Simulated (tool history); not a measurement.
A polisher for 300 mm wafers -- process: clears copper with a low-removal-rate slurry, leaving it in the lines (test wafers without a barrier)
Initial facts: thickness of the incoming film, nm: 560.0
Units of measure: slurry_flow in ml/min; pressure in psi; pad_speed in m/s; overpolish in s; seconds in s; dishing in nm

Run 1, hour 0.0: slurry_flow 185 ml/min, pressure 2.7 psi, pad_speed 1.36 m/s, slurry_solids 1.0, overpolish 28 s. Result: seconds 170.58 s, dishing 45.110 nm.
Run 2, hour 0.8: slurry_flow 215 ml/min, pressure 2.7 psi, pad_speed 1.36 m/s, slurry_solids 1.0, overpolish 28 s. Result: seconds 168.01 s, dishing 47.062 nm.
Run 3, hour 6.9: slurry_flow 215 ml/min, pressure 2.7 psi, pad_speed 1.36 m/s, slurry_solids 1.0, overpolish 22 s. Result: seconds 167.84 s, dishing 40.974 nm.
Run 4, hour 10.2: slurry_flow 215 ml/min, pressure 2.7 psi, pad_speed 1.36 m/s, slurry_solids 1.0, overpolish 28 s. Result: seconds 167.87 s, dishing 45.360 nm.
Run 5, hour 18.9: slurry_flow 215 ml/min, pressure 2.7 psi, pad_speed 1.66 m/s, slurry_solids 1.0, overpolish 28 s. Result: seconds 137.80 s, dishing 52.162 nm.
Run 6, hour 21.1: slurry_flow 185 ml/min, pressure 2.7 psi, pad_speed 1.66 m/s, slurry_solids 1.0, overpolish 28 s. Result: seconds 145.45 s, dishing 51.658 nm.
Run 7, hour 23.6: slurry_flow 185 ml/min, pressure 2.8 psi, pad_speed 1.66 m/s, slurry_solids 1.0, overpolish 30 s. Result: seconds 139.62 s, dishing 53.372 nm.
Run 8, hour 29.7: slurry_flow 190 ml/min, pressure 2.8 psi, pad_speed 1.66 m/s, slurry_solids 1.0, overpolish 32 s. Result: seconds 136.45 s, dishing 54.414 nm.
Run 9, hour 35.4: slurry_flow 190 ml/min, pressure 2.8 psi, pad_speed 1.68 m/s, slurry_solids 1.0, overpolish 35 s. Result: seconds 136.47 s, dishing 56.492 nm.
Run 10, hour 43.8: slurry_flow 195 ml/min, pressure 2.8 psi, pad_speed 1.68 m/s, slurry_solids 1.0, overpolish 38 s. Result: seconds 132.98 s, dishing 59.717 nm.
Run 11, hour 49.7: slurry_flow 195 ml/min, pressure 2.8 psi, pad_speed 1.68 m/s, slurry_solids 1.0, overpolish 40 s. Result: seconds 132.90 s, dishing 59.614 nm.
Run 12, hour 57.6: slurry_flow 195 ml/min, pressure 2.8 psi, pad_speed 1.68 m/s, slurry_solids 1.0, overpolish 42 s. Result: seconds 132.37 s, dishing 61.116 nm.
Run 13, hour 59.6: slurry_flow 195 ml/min, pressure 2.8 psi, pad_speed 1.68 m/s, slurry_solids 1.0, overpolish 43 s. Result: seconds 136.53 s, dishing 60.910 nm.

Run 14 comes next. What will it give?
Run 14, hour 60.3: slurry_flow 200 ml/min, pressure 2.8 psi, pad_speed 1.68 m/s, slurry_solids 1.0, overpolish 44 s. Result: seconds ?, dishing ?.

seconds: 133.32 s
dishing: 60.747 nm
